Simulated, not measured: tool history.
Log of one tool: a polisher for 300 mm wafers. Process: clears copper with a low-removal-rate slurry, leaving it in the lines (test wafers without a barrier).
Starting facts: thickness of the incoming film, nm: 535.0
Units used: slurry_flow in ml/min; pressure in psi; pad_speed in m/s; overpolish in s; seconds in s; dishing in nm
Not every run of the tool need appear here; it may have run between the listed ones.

run,hour,slurry_flow,pressure,pad_speed,slurry_solids,overpolish,seconds,dishing
1,0,280,3.7,1.2,1,13,126.87,28.363
2,7.5,280,3.7,1.2,1,16,128.27,32.709
3,9.6,280,3.7,1.2,1.1,16,120.54,33.268
4,14.5,280,3.4,1.2,1.1,16,131.63,32.226
5,21.1,305,3.4,1.2,1.1,16,129.66,31.287
6,21.8,305,3.4,1.2,1.1,21,132.2,36.99
7,29.8,320,3.2,1.2,1.1,20,137.93,35.147
8,37.2,325,3.1,1.2,1.1,19,146.82,33.453

The next listed run, before its measurement:
9,41.2,325,3.1,1.18,1.1,18,?,?

{"run 9": {"seconds": 142.05, "dishing": 31.647}}
